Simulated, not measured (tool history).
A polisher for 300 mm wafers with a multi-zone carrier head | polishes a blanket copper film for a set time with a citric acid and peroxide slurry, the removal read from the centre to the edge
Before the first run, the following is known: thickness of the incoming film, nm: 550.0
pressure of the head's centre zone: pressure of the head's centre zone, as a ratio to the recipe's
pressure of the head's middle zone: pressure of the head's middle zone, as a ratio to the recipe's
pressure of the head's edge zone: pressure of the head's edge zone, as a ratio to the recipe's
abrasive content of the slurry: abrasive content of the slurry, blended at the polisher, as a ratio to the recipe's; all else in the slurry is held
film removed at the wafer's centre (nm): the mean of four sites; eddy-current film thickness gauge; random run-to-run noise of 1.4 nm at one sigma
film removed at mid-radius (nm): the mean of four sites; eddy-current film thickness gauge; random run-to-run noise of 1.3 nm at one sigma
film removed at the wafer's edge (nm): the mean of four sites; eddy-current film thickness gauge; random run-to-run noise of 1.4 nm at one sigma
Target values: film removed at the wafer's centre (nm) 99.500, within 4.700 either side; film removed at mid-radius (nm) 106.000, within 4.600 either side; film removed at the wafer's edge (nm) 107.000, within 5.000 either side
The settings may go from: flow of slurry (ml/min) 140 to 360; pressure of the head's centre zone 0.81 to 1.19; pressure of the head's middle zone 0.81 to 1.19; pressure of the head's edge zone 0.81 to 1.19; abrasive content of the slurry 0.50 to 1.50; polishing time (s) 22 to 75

run	hour	flow of slurry (ml/min)	pressure of the head's centre zone	pressure of the head's middle zone	pressure of the head's edge zone	abrasive content of the slurry	polishing time (s)	film removed at the wafer's centre (nm)	film removed at mid-radius (nm)	film removed at the wafer's edge (nm)
1	0.0	230	1.00	1.00	1.00	1.00	48	187.890	196.200	194.180
2	3.0	230	1.00	1.00	1.00	1.10	48	192.420	200.730	200.590
3	4.0	225	0.97	0.97	0.98	0.90	42	155.910	162.740	162.660
4	9.0	225	0.93	0.97	0.98	0.90	42	145.540	159.170	162.710
5	13.4	225	0.87	0.97	0.98	0.90	42	139.570	164.520	161.450
6	21.9	220	0.87	0.95	0.94	0.75	39	122.450	137.740	139.510
7	28.8	220	0.87	0.95	0.91	0.65	37	112.590	125.880	124.050
8	34.4	215	0.86	0.93	0.89	0.60	37	107.030	118.250	120.520
9	35.3	215	0.86	0.93	0.87	0.55	37	100.340	116.740	115.640
10	42.5	205	0.94	0.85	0.81	0.50	36	102.860	99.326	105.560

Pick the move, out of 5, that brings all results within their allowed miss; only one does.
A	49.7	190	1.01	1.19	0.81	0.60	30	?	?	?
B	49.7	195	0.81	1.00	0.81	0.50	37	?	?	?
C	49.7	245	1.01	0.81	0.90	0.65	31	?	?	?
D	49.7	240	0.95	0.85	0.88	0.65	29	?	?	?
E	49.7	165	0.89	0.90	0.81	0.80	32	?	?	?

move	film removed at the wafer's centre (nm)	film removed at mid-radius (nm)	film removed at the wafer's edge (nm)
A	98.736	115.580	91.344
B	92.252	116.180	106.580
C	108.930	92.082	104.970
D	95.601	89.394	96.941
E	98.157	103.470	104.720
A: the result that was furthest off in the last run now lies on the other side of its target
B: the result that was furthest off in the last run now lies on the other side of its target
C: misses by more than the last run did
D: misses by more than the last run did
E: every result lands within tolerance
E meets every target.
